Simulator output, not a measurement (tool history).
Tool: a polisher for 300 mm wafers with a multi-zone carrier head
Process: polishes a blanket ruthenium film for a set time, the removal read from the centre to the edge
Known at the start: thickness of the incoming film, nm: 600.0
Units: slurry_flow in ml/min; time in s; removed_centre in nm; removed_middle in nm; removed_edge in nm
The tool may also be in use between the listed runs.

run  hour  slurry_flow  centre_zone  middle_zone  edge_zone  time  removed_centre  removed_middle  removed_edge
  1     0          265            1            1          1    52           95.71          96.153        98.345
  2   6.5          255         1.01         0.96       0.99    49          90.393          87.271        92.462
  3   8.7          250         1.02         0.93       0.98    47          88.341          81.566          88.4
  4  11.1          240         1.03          0.9       0.97    46          84.841          77.573        84.247
  5  13.4          240         0.99          0.9       0.97    46           81.41          77.802        84.489
  6    17          235         1.01         0.88       0.97    45          81.329          73.826        82.951
  7  24.7          225         1.02         0.86       0.96    44          80.444          70.594        80.051
  8  33.3          215         1.03         0.85       0.96    44          79.979          69.273        80.066
  9  36.8          210         1.04         0.84       0.95    44          81.268          68.296        81.466
 10  38.1          215         1.04         0.83       0.93    43          78.389          66.958        77.361
 11  40.8          210         1.05         0.83       0.93    43          79.456          66.178        77.901
 12  49.5          210         1.06         0.83       0.92    43          81.116           66.69        75.714
 13    50          180         1.07         0.81       0.95    42          77.408          61.222        76.066

Forecast run 14:
 14  56.5          185         1.07         0.81       0.95    42               ?               ?             ?

removed_centre: 77.479 nm
removed_middle: 61.688 nm
removed_edge: 74.438 nm
